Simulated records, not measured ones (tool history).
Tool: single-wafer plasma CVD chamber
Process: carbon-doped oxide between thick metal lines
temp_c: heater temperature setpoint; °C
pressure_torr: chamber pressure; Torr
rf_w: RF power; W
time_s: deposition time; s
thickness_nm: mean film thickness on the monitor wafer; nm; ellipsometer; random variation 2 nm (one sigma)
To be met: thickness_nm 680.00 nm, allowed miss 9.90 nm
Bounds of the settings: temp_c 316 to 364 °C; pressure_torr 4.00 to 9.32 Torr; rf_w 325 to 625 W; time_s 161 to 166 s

run 1 hour=0.0 | temp_c=340 pressure_torr=6.66 rf_w=475 time_s=161 | thickness_nm=739.07
run 2 hour=2.5 | temp_c=340 pressure_torr=6.66 rf_w=505 time_s=161 | thickness_nm=764.89
run 3 hour=4.0 | temp_c=332 pressure_torr=6.66 rf_w=505 time_s=161 | thickness_nm=780.73
run 4 hour=8.2 | temp_c=332 pressure_torr=6.11 rf_w=505 time_s=161 | thickness_nm=780.21
run 5 hour=12.5 | temp_c=341 pressure_torr=6.11 rf_w=505 time_s=161 | thickness_nm=753.76
run 6 hour=14.6 | temp_c=343 pressure_torr=5.92 rf_w=500 time_s=161 | thickness_nm=750.01
run 7 hour=20.6 | temp_c=345 pressure_torr=5.84 rf_w=495 time_s=161 | thickness_nm=736.75
run 8 hour=22.0 | temp_c=347 pressure_torr=5.71 rf_w=490 time_s=161 | thickness_nm=726.25
run 9 hour=27.2 | temp_c=349 pressure_torr=5.60 rf_w=485 time_s=161 | thickness_nm=719.23
run 10 hour=33.7 | temp_c=350 pressure_torr=5.51 rf_w=480 time_s=161 | thickness_nm=711.40
run 11 hour=39.4 | temp_c=351 pressure_torr=5.43 rf_w=480 time_s=161 | thickness_nm=708.97
run 12 hour=47.8 | temp_c=352 pressure_torr=5.36 rf_w=480 time_s=161 | thickness_nm=702.66
run 13 hour=52.7 | temp_c=352 pressure_torr=5.36 rf_w=480 time_s=161 | thickness_nm=704.58
run 14 hour=59.0 | temp_c=353 pressure_torr=5.30 rf_w=480 time_s=161 | thickness_nm=701.87
run 15 hour=62.7 | temp_c=354 pressure_torr=5.24 rf_w=480 time_s=161 | thickness_nm=697.89
run 16 hour=67.5 | temp_c=354 pressure_torr=5.24 rf_w=480 time_s=161 | thickness_nm=695.67
run 17 hour=71.0 | temp_c=355 pressure_torr=5.21 rf_w=480 time_s=161 | thickness_nm=697.41
run 18 hour=77.8 | temp_c=356 pressure_torr=5.16 rf_w=480 time_s=161 | thickness_nm=696.11
run 19 hour=81.7 | temp_c=357 pressure_torr=5.11 rf_w=480 time_s=161 | thickness_nm=689.45
run 20 hour=90.2 | temp_c=357 pressure_torr=5.09 rf_w=480 time_s=161 | thickness_nm=691.37

Which of these 5 next moves meets every target?
run A hour=98.7 | temp_c=345 pressure_torr=6.70 rf_w=420 time_s=162 | thickness_nm=?
run B hour=98.7 | temp_c=363 pressure_torr=6.09 rf_w=455 time_s=166 | thickness_nm=?
run C hour=98.7 | temp_c=354 pressure_torr=4.59 rf_w=480 time_s=164 | thickness_nm=?
run D hour=98.7 | temp_c=355 pressure_torr=4.73 rf_w=500 time_s=164 | thickness_nm=?
run E hour=98.7 | temp_c=351 pressure_torr=5.50 rf_w=475 time_s=162 | thickness_nm=?

move=A thickness_nm=681.10
move=B thickness_nm=696.96
move=C thickness_nm=697.41
move=D thickness_nm=715.04
move=E thickness_nm=708.02
A: meets every target
B: further off than the last run
C: further off than the last run
D: further off than the last run
E: further off than the last run
Answer: A
